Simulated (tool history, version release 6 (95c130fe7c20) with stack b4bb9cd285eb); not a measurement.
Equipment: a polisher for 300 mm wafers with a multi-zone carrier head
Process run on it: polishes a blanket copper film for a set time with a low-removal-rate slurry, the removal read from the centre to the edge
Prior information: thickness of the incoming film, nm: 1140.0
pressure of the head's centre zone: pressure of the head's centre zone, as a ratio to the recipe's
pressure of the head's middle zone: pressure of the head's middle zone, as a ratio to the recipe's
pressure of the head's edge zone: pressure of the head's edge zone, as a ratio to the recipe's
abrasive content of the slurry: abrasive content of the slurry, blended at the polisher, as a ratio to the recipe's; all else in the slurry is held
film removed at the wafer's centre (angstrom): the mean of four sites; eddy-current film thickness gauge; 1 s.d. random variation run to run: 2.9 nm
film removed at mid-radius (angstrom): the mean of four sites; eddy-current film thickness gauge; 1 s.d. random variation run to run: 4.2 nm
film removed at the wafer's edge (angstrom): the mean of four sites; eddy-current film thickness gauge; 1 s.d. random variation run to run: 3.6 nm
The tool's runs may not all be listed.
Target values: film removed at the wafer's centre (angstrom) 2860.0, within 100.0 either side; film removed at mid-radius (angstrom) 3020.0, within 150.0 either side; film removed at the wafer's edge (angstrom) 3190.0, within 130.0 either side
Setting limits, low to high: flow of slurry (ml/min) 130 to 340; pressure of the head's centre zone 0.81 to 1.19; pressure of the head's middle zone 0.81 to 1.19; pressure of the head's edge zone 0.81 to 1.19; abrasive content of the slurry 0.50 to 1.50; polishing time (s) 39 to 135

run  hour  flow of slurry (ml/min)  pressure of the head's centre zone  pressure of the head's middle zone  pressure of the head's edge zone  abrasive content of the slurry  polishing time (s)  film removed at the wafer's centre (angstrom)  film removed at mid-radius (angstrom)  film removed at the wafer's edge (angstrom)
  1   0.0                      220                                1.00                                1.00                              1.00                            1.00                  87                                         2381.8                                 2341.2                                       2307.6
  2   5.4                      220                                0.99                                1.00                              1.03                            1.10                  90                                         2517.4                                 2463.5                                       2488.6
  3   6.3                      220                                0.99                                1.00                              1.03                            1.10                  79                                         2179.5                                 2161.8                                       2181.1
  4   8.1                      220                                0.98                                1.01                              1.06                            1.20                  83                                         2330.8                                 2332.0                                       2326.7
  5  16.0                      220                                0.96                                1.00                              1.08                            1.25                  88                                         2457.2                                 2470.8                                       2581.4
  6  20.3                      240                                0.96                                1.00                              1.08                            1.25                  88                                         2478.1                                 2548.2                                       2590.6
  7  24.5                      250                                0.96                                1.00                              1.10                            1.30                  90                                         2534.9                                 2563.2                                       2703.1
  8  33.2                      250                                0.95                                1.01                              1.11                            1.35                  92                                         2565.5                                 2629.6                                       2866.2
  9  37.3                      250                                0.96                                1.03                              1.11                            1.40                  93                                         2660.9                                 2821.0                                       2899.6
 10  42.6                      250                                0.96                                1.03                              1.11                            1.40                  93                                         2597.4                                 2776.5                                       2812.6
 11  47.8                      250                                0.96                                1.03                              1.12                            1.40                  95                                         2757.4                                 2784.7                                       2912.7
 12  54.1                      255                                0.95                                1.03                              1.12                            1.40                  96                                         2674.7                                 2902.7                                       2938.6
 13  57.4                      255                                0.95                                1.03                              1.13                            1.40                  97                                         2753.1                                 2923.6                                       3032.0
 14  61.3                      255                                0.95                                1.03                              1.14                            1.40                  97                                         2753.2                                 2879.4                                       3072.5

Below are 4 possible settings for the next run. Only one of them brings all results inside the allowed miss of their targets. Which is it?
  A  65.2                      285                                0.98                                1.05                              1.07                            1.40                  97                                              ?                                      ?                                            ?
  B  65.2                      295                                0.91                                0.96                              1.09                            1.40                 105                                              ?                                      ?                                            ?
  C  65.2                      265                                1.01                                0.94                              1.17                            1.20                 104                                              ?                                      ?                                            ?
  D  65.2                      235                                1.05                                0.90                              1.11                            1.45                  97                                              ?                                      ?                                            ?

move  film removed at the wafer's centre (angstrom)  film removed at mid-radius (angstrom)  film removed at the wafer's edge (angstrom)
   A                                         2842.5                                 2985.1                                       3016.6
   B                                         2862.9                                 3005.5                                       3307.1
   C                                         3030.8                                 2815.8                                       3280.4
   D                                         3005.1                                 2593.0                                       3059.0
A: puts the biggest miss on target and leaves a different result outside tolerance
B: meets every target
C: takes the biggest miss from the last run beyond its target
D: takes the biggest miss from the last run beyond its target
B is the move that brings every result within its allowed miss.
